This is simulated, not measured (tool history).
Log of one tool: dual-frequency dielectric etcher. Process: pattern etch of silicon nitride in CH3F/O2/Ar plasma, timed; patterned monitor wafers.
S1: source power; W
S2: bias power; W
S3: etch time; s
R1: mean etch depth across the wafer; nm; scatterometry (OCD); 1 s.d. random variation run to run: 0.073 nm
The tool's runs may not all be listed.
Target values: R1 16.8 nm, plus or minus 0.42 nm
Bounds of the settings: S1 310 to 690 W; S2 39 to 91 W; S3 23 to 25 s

run    day   S1  S2  S3      R1
  1      0  500  65  25  18.532
  2  0.054  430  65  25   17.34
  3  0.175  350  65  25  15.597
  4  0.296  350  65  23  14.334
  5  0.333  350  55  23    13.9
  6  0.408  310  55  23   13.18
  7  0.621  360  56  23  14.215
  8  0.888  390  57  23  14.839
  9  1.179  420  58  23  15.421
 10  1.238  440  59  23  15.625

Consider the 5 candidate settings below. Which is the only one whose results all fall within their allowed miss of target?
  A  1.296  420  60    24   ?
  B  1.296  500  58    23   ?
  C  1.296  510  58    24   ?
  D  1.296  430  53  23.5   ?
  E  1.296  430  55    24   ?

move      R1
   A  16.101
   B  16.628
   C  17.508
   D   15.59
   E  16.025
A: moves toward the targets from the last run without getting all of them in spec
B: each result inside its tolerance
C: takes the result that was furthest off past its target
D: no better and no worse than the last run
E: moves toward the targets from the last run without getting all of them in spec
The move that meets every target is B.
